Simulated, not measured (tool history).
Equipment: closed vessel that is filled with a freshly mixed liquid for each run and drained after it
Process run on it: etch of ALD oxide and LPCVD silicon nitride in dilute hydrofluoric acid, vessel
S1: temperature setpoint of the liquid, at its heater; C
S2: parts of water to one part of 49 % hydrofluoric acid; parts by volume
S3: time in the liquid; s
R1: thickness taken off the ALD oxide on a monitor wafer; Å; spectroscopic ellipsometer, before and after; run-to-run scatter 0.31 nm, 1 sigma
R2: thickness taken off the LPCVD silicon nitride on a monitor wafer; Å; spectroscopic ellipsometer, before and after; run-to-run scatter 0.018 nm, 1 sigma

{"run": 1, "hour": 0.0, "S1": 23.0, "S2": 165, "S3": 660, "R1": 575.27, "R2": 21.494}
{"run": 2, "hour": 7.1, "S1": 23.0, "S2": 165, "S3": 445, "R1": 392.85, "R2": 14.512}
{"run": 3, "hour": 10.9, "S1": 23.0, "S2": 195, "S3": 445, "R1": 312.2, "R2": 12.423}
{"run": 4, "hour": 14.6, "S1": 23.0, "S2": 195, "S3": 345, "R1": 243.29, "R2": 9.7666}
{"run": 5, "hour": 19.1, "S1": 24.5, "S2": 195, "S3": 345, "R1": 256.71, "R2": 10.344}
{"run": 6, "hour": 28.0, "S1": 26.0, "S2": 195, "S3": 370, "R1": 297.32, "R2": 12.634}
{"run": 7, "hour": 36.6, "S1": 27.0, "S2": 200, "S3": 375, "R1": 299.59, "R2": 13.06}
{"run": 8, "hour": 41.7, "S1": 27.5, "S2": 200, "S3": 380, "R1": 306.61, "R2": 13.687}

Estimate the outcome of run 9 from the log above:
{"run": 9, "hour": 45.7, "S1": 28.0, "S2": 200, "S3": 380, "R1": "?", "R2": "?"}

Run 9 came out at R1 309.27 Å, R2 14.0930 Å.

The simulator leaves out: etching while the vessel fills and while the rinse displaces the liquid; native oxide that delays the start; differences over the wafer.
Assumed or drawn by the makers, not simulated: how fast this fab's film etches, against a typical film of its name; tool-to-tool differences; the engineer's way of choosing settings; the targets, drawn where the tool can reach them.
